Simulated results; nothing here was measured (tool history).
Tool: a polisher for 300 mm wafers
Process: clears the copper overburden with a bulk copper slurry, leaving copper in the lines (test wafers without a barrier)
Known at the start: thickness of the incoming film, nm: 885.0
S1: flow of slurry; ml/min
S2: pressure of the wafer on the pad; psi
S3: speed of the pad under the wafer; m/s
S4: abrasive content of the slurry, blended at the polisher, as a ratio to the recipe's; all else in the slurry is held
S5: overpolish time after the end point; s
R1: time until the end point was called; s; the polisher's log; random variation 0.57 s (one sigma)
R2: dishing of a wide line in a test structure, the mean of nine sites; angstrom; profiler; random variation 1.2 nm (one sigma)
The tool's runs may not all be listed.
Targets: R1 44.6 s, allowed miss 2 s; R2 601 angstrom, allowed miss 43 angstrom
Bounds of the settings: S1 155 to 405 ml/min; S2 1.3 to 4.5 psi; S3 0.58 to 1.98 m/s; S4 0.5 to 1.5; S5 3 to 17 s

Run 1, hour 0: S1 260 ml/min, S2 2.9 psi, S3 1.28 m/s, S4 1, S5 9 s. Result: R1 77.325 s, R2 477.83 angstrom.
Run 2, hour 8.7: S1 260 ml/min, S2 2.9 psi, S3 1.28 m/s, S4 0.85, S5 9 s. Result: R1 81.474 s, R2 474.5 angstrom.
Run 3, hour 13.7: S1 290 ml/min, S2 2.9 psi, S3 1.28 m/s, S4 0.85, S5 9 s. Result: R1 79.972 s, R2 479.31 angstrom.
Run 4, hour 19.4: S1 290 ml/min, S2 3.1 psi, S3 1.28 m/s, S4 0.85, S5 9 s. Result: R1 75.381 s, R2 489.63 angstrom.
Run 5, hour 24.7: S1 245 ml/min, S2 3.1 psi, S3 1.28 m/s, S4 0.85, S5 9 s. Result: R1 75.426 s, R2 503.1 angstrom.
Run 6, hour 28.7: S1 245 ml/min, S2 3.3 psi, S3 1.28 m/s, S4 0.85, S5 9 s. Result: R1 72.557 s, R2 509.59 angstrom.
Run 7, hour 29.7: S1 245 ml/min, S2 3.4 psi, S3 1.3 m/s, S4 0.85, S5 9 s. Result: R1 69.476 s, R2 550.66 angstrom.
Run 8, hour 34.5: S1 250 ml/min, S2 4.2 psi, S3 1.42 m/s, S4 0.85, S5 5 s. Result: R1 51.471 s, R2 442.79 angstrom.
Run 9, hour 43.1: S1 245 ml/min, S2 4.4 psi, S3 1.46 m/s, S4 0.85, S5 6 s. Result: R1 48.093 s, R2 527.41 angstrom.

4 next moves are on the table. One of them brings every result within its allowed miss. Which?
Run A, hour 51.7: S1 155 ml/min, S2 4 psi, S3 1.48 m/s, S4 0.85, S5 7 s. Result: R1 ?, R2 ?.
Run B, hour 51.7: S1 205 ml/min, S2 4 psi, S3 1.94 m/s, S4 0.65, S5 7 s. Result: R1 ?, R2 ?.
Run C, hour 51.7: S1 245 ml/min, S2 4.5 psi, S3 1.44 m/s, S4 0.6, S5 7 s. Result: R1 ?, R2 ?.
Run D, hour 51.7: S1 215 ml/min, S2 4.5 psi, S3 1.42 m/s, S4 0.9, S5 5 s. Result: R1 ?, R2 ?.

move      R1      R2
   A  53.887  545.77
   B  44.888  609.75
   C  53.018  555.23
   D  48.011   473.5
A: further off than the last run
B: meets every target
C: further off than the last run
D: further off than the last run
Move B is the one to make.
